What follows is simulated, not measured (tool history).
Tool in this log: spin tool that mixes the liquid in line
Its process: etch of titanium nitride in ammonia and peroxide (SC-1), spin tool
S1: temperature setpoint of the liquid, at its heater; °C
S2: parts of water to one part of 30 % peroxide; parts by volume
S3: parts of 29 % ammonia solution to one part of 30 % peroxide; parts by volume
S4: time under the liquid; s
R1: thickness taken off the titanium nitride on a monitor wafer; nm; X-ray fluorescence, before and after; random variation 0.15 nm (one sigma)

| run | hour | S1 | S2 | S3 | S4 | R1 |
|---|---|---|---|---|---|---|
| 1 | 0.0 | 54.0 | 19.0 | 0.55 | 120 | 8.4386 |
| 2 | 1.4 | 58.0 | 19.0 | 0.55 | 120 | 10.9410 |
| 3 | 3.9 | 59.5 | 19.0 | 0.55 | 120 | 12.0690 |
| 4 | 12.3 | 59.5 | 19.0 | 0.55 | 120 | 12.0510 |
| 5 | 16.7 | 59.5 | 14.5 | 0.55 | 120 | 14.0450 |
| 6 | 20.4 | 59.5 | 14.5 | 0.70 | 120 | 14.6550 |

Forecast run 7:
| 7 | 25.3 | 60.5 | 14.5 | 0.70 | 120 | ? |

Run 7 measured R1 15.5730 nm.
